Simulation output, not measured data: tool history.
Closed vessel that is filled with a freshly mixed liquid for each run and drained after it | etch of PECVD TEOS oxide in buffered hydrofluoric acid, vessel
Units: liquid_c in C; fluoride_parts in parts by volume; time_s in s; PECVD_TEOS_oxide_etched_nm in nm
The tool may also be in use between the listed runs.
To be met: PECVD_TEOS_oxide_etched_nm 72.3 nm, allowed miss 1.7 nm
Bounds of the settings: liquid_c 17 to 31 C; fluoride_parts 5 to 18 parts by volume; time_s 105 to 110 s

{"run": 1, "hour": 0.0, "liquid_c": 23, "fluoride_parts": 11, "time_s": 105, "PECVD_TEOS_oxide_etched_nm": 116.3}
{"run": 2, "hour": 1.2, "liquid_c": 25.5, "fluoride_parts": 11, "time_s": 105, "PECVD_TEOS_oxide_etched_nm": 132.53}
{"run": 3, "hour": 8.0, "liquid_c": 25.5, "fluoride_parts": 11, "time_s": 110, "PECVD_TEOS_oxide_etched_nm": 139.21}
{"run": 4, "hour": 15.9, "liquid_c": 27.5, "fluoride_parts": 11, "time_s": 110, "PECVD_TEOS_oxide_etched_nm": 156.96}
{"hour": 24.4, "done": "thermometer replaced"}
{"run": 5, "hour": 24.4, "liquid_c": 24, "fluoride_parts": 12, "time_s": 110, "PECVD_TEOS_oxide_etched_nm": 130.39}
{"run": 6, "hour": 25.6, "liquid_c": 24, "fluoride_parts": 12, "time_s": 110, "PECVD_TEOS_oxide_etched_nm": 129.45}
{"run": 7, "hour": 33.2, "liquid_c": 21.5, "fluoride_parts": 14, "time_s": 110, "PECVD_TEOS_oxide_etched_nm": 95.209}
{"run": 8, "hour": 42.2, "liquid_c": 17.5, "fluoride_parts": 14.5, "time_s": 110, "PECVD_TEOS_oxide_etched_nm": 74.322}

4 next moves are on the table. One of them brings every result within its allowed miss. Which?
{"run": "A", "hour": 51.2, "liquid_c": 17, "fluoride_parts": 13.5, "time_s": 110, "PECVD_TEOS_oxide_etched_nm": "?"}
{"run": "B", "hour": 51.2, "liquid_c": 17.5, "fluoride_parts": 14, "time_s": 110, "PECVD_TEOS_oxide_etched_nm": "?"}
{"run": "C", "hour": 51.2, "liquid_c": 17, "fluoride_parts": 14.5, "time_s": 110, "PECVD_TEOS_oxide_etched_nm": "?"}
{"run": "D", "hour": 51.2, "liquid_c": 17, "fluoride_parts": 15, "time_s": 105, "PECVD_TEOS_oxide_etched_nm": "?"}

move=A PECVD_TEOS_oxide_etched_nm=77.95
move=B PECVD_TEOS_oxide_etched_nm=77.392
move=C PECVD_TEOS_oxide_etched_nm=72.664
move=D PECVD_TEOS_oxide_etched_nm=67.085
A: further off than the last run
B: further off than the last run
C: meets every target
D: takes the result that was furthest off past its target
Move C is the one to make.
